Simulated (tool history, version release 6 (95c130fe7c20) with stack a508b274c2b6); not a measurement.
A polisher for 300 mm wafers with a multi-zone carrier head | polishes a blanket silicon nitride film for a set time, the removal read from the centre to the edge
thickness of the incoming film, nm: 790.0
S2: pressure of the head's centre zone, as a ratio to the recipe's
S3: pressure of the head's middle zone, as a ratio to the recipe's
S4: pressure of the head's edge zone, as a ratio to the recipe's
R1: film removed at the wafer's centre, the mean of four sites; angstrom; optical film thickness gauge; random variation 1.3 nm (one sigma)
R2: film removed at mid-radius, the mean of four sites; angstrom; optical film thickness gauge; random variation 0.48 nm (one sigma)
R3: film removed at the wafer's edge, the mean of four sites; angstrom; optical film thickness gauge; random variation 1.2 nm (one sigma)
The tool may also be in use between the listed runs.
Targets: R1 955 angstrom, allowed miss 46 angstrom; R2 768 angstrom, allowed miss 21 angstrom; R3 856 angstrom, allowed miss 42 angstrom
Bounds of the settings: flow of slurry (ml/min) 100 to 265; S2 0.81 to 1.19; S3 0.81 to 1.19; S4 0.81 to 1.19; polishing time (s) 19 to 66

{"run": 1, "hour": 0.0, "flow of slurry (ml/min)": 170, "S2": 1, "S3": 1, "S4": 1, "polishing time (s)": 42, "R1": 1004.5, "R2": 986.33, "R3": 1017.5}
{"run": 2, "hour": 4.5, "flow of slurry (ml/min)": 170, "S2": 0.92, "S3": 1, "S4": 1, "polishing time (s)": 42, "R1": 913.85, "R2": 995.78, "R3": 1044.2}
{"run": 3, "hour": 9.6, "flow of slurry (ml/min)": 125, "S2": 0.92, "S3": 1, "S4": 1, "polishing time (s)": 42, "R1": 878.71, "R2": 926.27, "R3": 990.3}
{"run": 4, "hour": 13.7, "flow of slurry (ml/min)": 120, "S2": 0.95, "S3": 0.97, "S4": 0.98, "polishing time (s)": 41, "R1": 864.45, "R2": 865.93, "R3": 935.57}
{"run": 5, "hour": 21.7, "flow of slurry (ml/min)": 120, "S2": 1.02, "S3": 0.97, "S4": 0.98, "polishing time (s)": 41, "R1": 925.34, "R2": 861.89, "R3": 945.96}
{"hour": 24.1, "done": "worn pad replaced by a new one"}
{"run": 6, "hour": 24.1, "flow of slurry (ml/min)": 120, "S2": 1.02, "S3": 0.89, "S4": 0.98, "polishing time (s)": 41, "R1": 975.55, "R2": 871.03, "R3": 1010.9}
{"run": 7, "hour": 27.1, "flow of slurry (ml/min)": 115, "S2": 1.04, "S3": 0.89, "S4": 0.96, "polishing time (s)": 40, "R1": 967.64, "R2": 837.67, "R3": 982.96}
{"run": 8, "hour": 28.6, "flow of slurry (ml/min)": 115, "S2": 1.06, "S3": 0.9, "S4": 0.95, "polishing time (s)": 39, "R1": 970.98, "R2": 828.08, "R3": 923.51}

5 next moves are on the table. One of them brings every result within its allowed miss. Which?
{"run": "A", "hour": 30.1, "flow of slurry (ml/min)": 115, "S2": 0.96, "S3": 0.98, "S4": 0.93, "polishing time (s)": 41, "R1": "?", "R2": "?", "R3": "?"}
{"run": "B", "hour": 30.1, "flow of slurry (ml/min)": 145, "S2": 1.13, "S3": 0.95, "S4": 0.85, "polishing time (s)": 35, "R1": "?", "R2": "?", "R3": "?"}
{"run": "C", "hour": 30.1, "flow of slurry (ml/min)": 100, "S2": 1.09, "S3": 0.86, "S4": 0.96, "polishing time (s)": 39, "R1": "?", "R2": "?", "R3": "?"}
{"run": "D", "hour": 30.1, "flow of slurry (ml/min)": 125, "S2": 1.17, "S3": 0.99, "S4": 0.81, "polishing time (s)": 36, "R1": "?", "R2": "?", "R3": "?"}
{"run": "E", "hour": 30.1, "flow of slurry (ml/min)": 105, "S2": 1.16, "S3": 0.93, "S4": 0.94, "polishing time (s)": 36, "R1": "?", "R2": "?", "R3": "?"}

move=A R1=905.33 R2=925.06 R3=990.65
move=B R1=973.36 R2=814.92 R3=849.38
move=C R1=929.64 R2=754.89 R3=928.63
move=D R1=996.02 R2=837.34 R3=835.38
move=E R1=931.33 R2=755.36 R3=858
A: further off than the last run
B: nearer than the last run, and not there yet
C: brings the result that was furthest off to its target, and leaves another outside
D: further off than the last run
E: meets every target
Move E is the one to make.
